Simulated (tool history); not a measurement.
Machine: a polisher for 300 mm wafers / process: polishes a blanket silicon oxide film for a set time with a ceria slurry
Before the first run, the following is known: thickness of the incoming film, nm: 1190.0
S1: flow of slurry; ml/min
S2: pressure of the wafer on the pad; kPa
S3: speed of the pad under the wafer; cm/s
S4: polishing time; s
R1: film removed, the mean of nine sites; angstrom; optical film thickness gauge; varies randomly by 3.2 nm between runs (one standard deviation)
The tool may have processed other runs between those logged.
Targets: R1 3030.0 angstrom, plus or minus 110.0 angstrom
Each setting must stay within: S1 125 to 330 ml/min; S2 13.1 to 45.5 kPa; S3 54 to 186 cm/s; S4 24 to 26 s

run	hour	S1	S2	S3	S4	R1
1	0.0	210	29.0	118	26	2245.7
2	1.2	210	29.0	118	24	1998.7
3	9.6	210	30.3	118	24	2104.6
4	17.1	210	33.1	118	24	2315.9
5	19.4	210	33.8	118	24	2320.7
6	20.1	210	35.2	118	24	2409.0
7	26.0	210	35.9	118	24	2443.3
8	28.0	210	36.5	118	24	2449.1
9	30.7	210	37.2	118	24	2455.3
10	34.6	210	37.9	118	24	2490.4

Next run, 5 choices. One meets every target within its allowed miss, the rest don't. Which?
A	38.5	190	42.7	136	26	?
B	38.5	225	37.2	98	24	?
C	38.5	190	40.7	124	26	?
D	38.5	240	31.7	102	24	?
E	38.5	210	40.0	138	26	?

move	R1
A	3546.3
B	2156.9
C	3103.6
D	1969.0
E	3436.4
A: carries the result that was furthest off beyond its target, to the other side
B: lands further from the targets than the last run did
C: all results in spec
D: lands further from the targets than the last run did
E: carries the result that was furthest off beyond its target, to the other side
The right move is C.

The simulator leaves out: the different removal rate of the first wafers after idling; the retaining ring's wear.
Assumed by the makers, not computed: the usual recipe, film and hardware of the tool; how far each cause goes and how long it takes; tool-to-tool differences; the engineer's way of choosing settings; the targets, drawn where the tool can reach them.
